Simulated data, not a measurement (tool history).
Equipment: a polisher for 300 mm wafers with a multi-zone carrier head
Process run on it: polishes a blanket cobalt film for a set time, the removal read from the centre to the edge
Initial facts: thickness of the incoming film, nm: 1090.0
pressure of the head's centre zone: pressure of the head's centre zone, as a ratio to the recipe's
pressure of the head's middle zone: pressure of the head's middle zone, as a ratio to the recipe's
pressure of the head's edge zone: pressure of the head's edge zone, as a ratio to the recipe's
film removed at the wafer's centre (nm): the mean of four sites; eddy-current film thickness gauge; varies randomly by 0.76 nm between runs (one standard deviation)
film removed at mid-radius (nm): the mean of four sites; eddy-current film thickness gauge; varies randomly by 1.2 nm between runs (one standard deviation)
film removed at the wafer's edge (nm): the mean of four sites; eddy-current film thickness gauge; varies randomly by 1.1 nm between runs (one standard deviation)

| run | day | flow of slurry (ml/min) | pressure of the head's centre zone | pressure of the head's middle zone | pressure of the head's edge zone | polishing time (s) | film removed at the wafer's centre (nm) | film removed at mid-radius (nm) | film removed at the wafer's edge (nm) |
|---|---|---|---|---|---|---|---|---|---|
| 1 | 0 | 255 | 1 | 1 | 1 | 35 | 154.55 | 153.29 | 159.36 |
| 2 | 0.167 | 200 | 1 | 1 | 1 | 35 | 148.67 | 151.83 | 151.87 |
| 3 | 0.288 | 200 | 1 | 1.07 | 1 | 35 | 148.88 | 161.76 | 151.99 |
| 4 | 0.479 | 195 | 0.99 | 1.06 | 0.99 | 32 | 135.13 | 141.58 | 138.48 |
| 5 | 0.746 | 195 | 0.92 | 1.06 | 0.99 | 32 | 126.16 | 147.58 | 139.86 |
| 6 | 0.988 | 190 | 0.92 | 1.06 | 0.98 | 29 | 114.25 | 132.61 | 125.72 |
| 7 | 1.292 | 185 | 0.91 | 1.05 | 0.97 | 27 | 106.15 | 121.2 | 117.47 |
| 8 | 1.333 | 180 | 0.9 | 1.05 | 0.95 | 26 | 99.753 | 115.95 | 108.25 |
| 9 | 1.492 | 180 | 0.89 | 1.03 | 0.94 | 25 | 94.165 | 111.47 | 104.28 |
| 10 | 1.721 | 180 | 0.89 | 1 | 0.92 | 25 | 94.124 | 108.81 | 103.47 |

What does the tool deliver on the next run?
| 11 | 1.9 | 180 | 0.89 | 0.99 | 0.91 | 24 | ? | ? | ? |

film removed at the wafer's centre (nm): 89.03
film removed at mid-radius (nm): 103.22
film removed at the wafer's edge (nm): 99.083
